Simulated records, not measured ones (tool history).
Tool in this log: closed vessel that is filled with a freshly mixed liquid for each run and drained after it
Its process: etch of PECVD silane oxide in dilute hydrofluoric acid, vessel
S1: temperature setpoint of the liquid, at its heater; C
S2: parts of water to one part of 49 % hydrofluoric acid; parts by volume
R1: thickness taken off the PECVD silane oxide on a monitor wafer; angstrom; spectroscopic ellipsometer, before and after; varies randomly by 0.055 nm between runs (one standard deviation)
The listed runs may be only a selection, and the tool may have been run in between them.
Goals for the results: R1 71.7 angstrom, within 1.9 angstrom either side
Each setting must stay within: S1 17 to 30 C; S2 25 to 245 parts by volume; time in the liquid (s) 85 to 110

Run 1, hour 0: S1 22 C, S2 135 parts by volume, time in the liquid (s) 110. Result: R1 127.7 angstrom.
Run 2, hour 7.5: S1 21 C, S2 145 parts by volume, time in the liquid (s) 110. Result: R1 113.13 angstrom.
Run 3, hour 10.8: S1 23 C, S2 145 parts by volume, time in the liquid (s) 110. Result: R1 122.16 angstrom.
Run 4, hour 17.8: S1 20 C, S2 145 parts by volume, time in the liquid (s) 110. Result: R1 108.72 angstrom.
Run 5, hour 21.3: S1 19.5 C, S2 150 parts by volume, time in the liquid (s) 110. Result: R1 101.57 angstrom.
Run 6, hour 24: S1 19.5 C, S2 180 parts by volume, time in the liquid (s) 110. Result: R1 82.271 angstrom.
Run 7, hour 32.6: S1 19 C, S2 180 parts by volume, time in the liquid (s) 110. Result: R1 81.026 angstrom.
Run 8, hour 37.8: S1 18.5 C, S2 180 parts by volume, time in the liquid (s) 110. Result: R1 78.904 angstrom.
Run 9, hour 43.6: S1 18 C, S2 180 parts by volume, time in the liquid (s) 110. Result: R1 77.466 angstrom.

Pick the move, out of 5, that brings all results within their allowed miss; only one does.
Run A, hour 49.4: S1 17.5 C, S2 160 parts by volume, time in the liquid (s) 105. Result: R1 ?.
Run B, hour 49.4: S1 17.5 C, S2 165 parts by volume, time in the liquid (s) 105. Result: R1 ?.
Run C, hour 49.4: S1 23 C, S2 175 parts by volume, time in the liquid (s) 85. Result: R1 ?.
Run D, hour 49.4: S1 17 C, S2 155 parts by volume, time in the liquid (s) 105. Result: R1 ?.
Run E, hour 49.4: S1 18.5 C, S2 190 parts by volume, time in the liquid (s) 105. Result: R1 ?.

move      R1
   A  83.769
   B  80.839
   C  75.774
   D  85.139
   E   71.33
A: the biggest miss grows against the last run
B: the biggest miss grows against the last run
C: gains on the last run, yet a result remains outside its allowed miss
D: the biggest miss grows against the last run
E: all results land within tolerance of their targets
Answer: E

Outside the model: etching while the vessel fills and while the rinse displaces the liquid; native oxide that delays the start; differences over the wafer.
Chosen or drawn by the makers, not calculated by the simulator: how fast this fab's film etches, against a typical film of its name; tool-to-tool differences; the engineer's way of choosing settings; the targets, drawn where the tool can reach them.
